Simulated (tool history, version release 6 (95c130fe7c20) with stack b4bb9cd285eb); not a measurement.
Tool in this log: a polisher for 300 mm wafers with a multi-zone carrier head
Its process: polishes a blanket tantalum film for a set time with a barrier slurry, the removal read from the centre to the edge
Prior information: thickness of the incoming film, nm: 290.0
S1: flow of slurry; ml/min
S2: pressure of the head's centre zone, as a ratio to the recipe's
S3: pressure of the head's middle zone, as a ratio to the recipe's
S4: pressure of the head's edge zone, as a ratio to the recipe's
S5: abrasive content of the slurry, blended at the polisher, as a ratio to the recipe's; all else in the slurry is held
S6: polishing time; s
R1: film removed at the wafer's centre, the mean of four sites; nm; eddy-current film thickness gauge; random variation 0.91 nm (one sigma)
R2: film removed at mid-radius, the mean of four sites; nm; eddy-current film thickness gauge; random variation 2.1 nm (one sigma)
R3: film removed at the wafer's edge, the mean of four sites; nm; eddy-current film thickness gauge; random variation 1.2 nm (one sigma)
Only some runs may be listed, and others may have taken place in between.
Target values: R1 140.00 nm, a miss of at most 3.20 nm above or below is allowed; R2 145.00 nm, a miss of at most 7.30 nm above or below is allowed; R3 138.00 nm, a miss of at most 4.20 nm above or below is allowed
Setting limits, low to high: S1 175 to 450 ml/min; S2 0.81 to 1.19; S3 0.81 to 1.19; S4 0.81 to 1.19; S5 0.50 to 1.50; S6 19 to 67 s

run 1 day=0.000 | S1=290 S2=1.00 S3=1.00 S4=1.00 S5=1.00 S6=43 | R1=110.01 R2=111.81 R3=113.38
run 2 day=0.229 | S1=240 S2=1.00 S3=1.00 S4=1.00 S5=1.00 S6=43 | R1=106.49 R2=109.51 R3=110.60
run 3 day=0.321 | S1=275 S2=1.03 S3=1.05 S4=1.05 S5=1.10 S6=43 | R1=114.10 R2=119.56 R3=118.55
run 4 day=0.571 | S1=305 S2=1.06 S3=1.08 S4=1.08 S5=1.15 S6=43 | R1=120.89 R2=121.88 R3=119.42
run 5 day=0.750 | S1=305 S2=1.07 S3=1.10 S4=1.10 S5=1.25 S6=44 | R1=127.20 R2=132.36 R3=127.67
run 6 day=0.996 | S1=315 S2=1.08 S3=1.11 S4=1.12 S5=1.30 S6=44 | R1=130.64 R2=135.33 R3=130.81
run 7 day=1.025 | S1=325 S2=1.09 S3=1.12 S4=1.13 S5=1.35 S6=44 | R1=131.29 R2=136.88 R3=131.82
run 8 day=1.283 | S1=325 S2=1.10 S3=1.13 S4=1.14 S5=1.40 S6=44 | R1=136.53 R2=139.30 R3=132.44
run 9 day=1.554 | S1=325 S2=1.10 S3=1.14 S4=1.15 S5=1.45 S6=44 | R1=133.57 R2=136.89 R3=134.41
run 10 day=1.833 | S1=340 S2=1.10 S3=1.15 S4=1.15 S5=1.45 S6=44 | R1=134.99 R2=143.87 R3=135.83

Which one of the following 4 next-run settings gets every result inside its allowed miss? There is exactly one.
run A day=2.112 | S1=370 S2=1.06 S3=1.19 S4=1.15 S5=1.40 S6=43 | R1=? R2=? R3=?
run B day=2.112 | S1=435 S2=1.02 S3=1.19 S4=1.13 S5=1.30 S6=49 | R1=? R2=? R3=?
run C day=2.112 | S1=325 S2=1.07 S3=1.17 S4=1.12 S5=1.45 S6=49 | R1=? R2=? R3=?
run D day=2.112 | S1=295 S2=1.10 S3=1.15 S4=1.13 S5=1.40 S6=46 | R1=? R2=? R3=?

move=A R1=128.51 R2=143.15 R3=132.16
move=B R1=140.98 R2=163.02 R3=148.58
move=C R1=146.64 R2=159.72 R3=148.15
move=D R1=138.73 R2=144.97 R3=137.56
A: the biggest miss grows against the last run
B: the worst result of the last run now meets its target, but another is out of spec
C: the result that was furthest off in the last run now lies on the other side of its target
D: every result lands within tolerance
D meets every target.

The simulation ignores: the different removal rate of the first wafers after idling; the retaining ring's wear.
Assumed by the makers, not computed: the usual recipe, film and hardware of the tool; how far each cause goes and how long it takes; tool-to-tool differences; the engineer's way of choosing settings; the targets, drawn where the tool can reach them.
